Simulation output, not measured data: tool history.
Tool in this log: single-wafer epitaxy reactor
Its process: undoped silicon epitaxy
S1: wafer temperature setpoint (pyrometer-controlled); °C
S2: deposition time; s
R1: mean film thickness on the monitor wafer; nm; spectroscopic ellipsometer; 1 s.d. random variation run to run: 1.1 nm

Run 1, hour 0: S1 670 °C, S2 538 s. Result: R1 135.54 nm.
Run 2, hour 4.4: S1 674 °C, S2 539 s. Result: R1 146.25 nm.
Run 3, hour 8.8: S1 674 °C, S2 465 s. Result: R1 126.61 nm.
Run 4, hour 11.8: S1 674 °C, S2 415 s. Result: R1 112.56 nm.
Run 5, hour 15.4: S1 674 °C, S2 470 s. Result: R1 128.35 nm.
Run 6, hour 24.5: S1 677 °C, S2 477 s. Result: R1 137.16 nm.
Run 7, hour 28.7: S1 680 °C, S2 485 s. Result: R1 147.32 nm.
Run 8, hour 35.5: S1 682 °C, S2 493 s. Result: R1 154.66 nm.

Run 9 is up next; what results do you expect?
Run 9, hour 41.2: S1 684 °C, S2 501 s. Result: R1 ?.

Run 9 measured R1 163.18 nm.
